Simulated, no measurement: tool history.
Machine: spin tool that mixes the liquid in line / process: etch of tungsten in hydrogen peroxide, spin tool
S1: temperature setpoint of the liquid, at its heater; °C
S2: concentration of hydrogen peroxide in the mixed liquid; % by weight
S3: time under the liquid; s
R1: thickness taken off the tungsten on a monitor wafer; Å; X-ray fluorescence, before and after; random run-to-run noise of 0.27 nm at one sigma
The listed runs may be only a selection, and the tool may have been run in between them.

run  hour    S1    S2  S3      R1
  1   0.0  53.0  18.0  15  149.26
  2   3.6  54.5  18.0  15  160.27
  3   7.4  56.0  18.5  15  177.06
  4  10.2  56.0  18.5  15  179.99
  5  17.3  56.0  15.0  15  159.91
  6  26.1  56.0  12.0  15  142.23
  7  34.0  57.0  13.0  15  157.99
  8  41.6  58.0  14.0  15  172.40
  9  44.9  59.0  14.5  15  187.44
 10  46.1  60.0  15.0  15  201.19
 11  49.2  60.0  15.0  15  199.58
 12  56.8  60.5  15.5  15  212.74

The next listed run, before its measurement:
 13  57.6  61.0  16.0  15   ?

For run 13 the tool returned R1 220.96 Å.
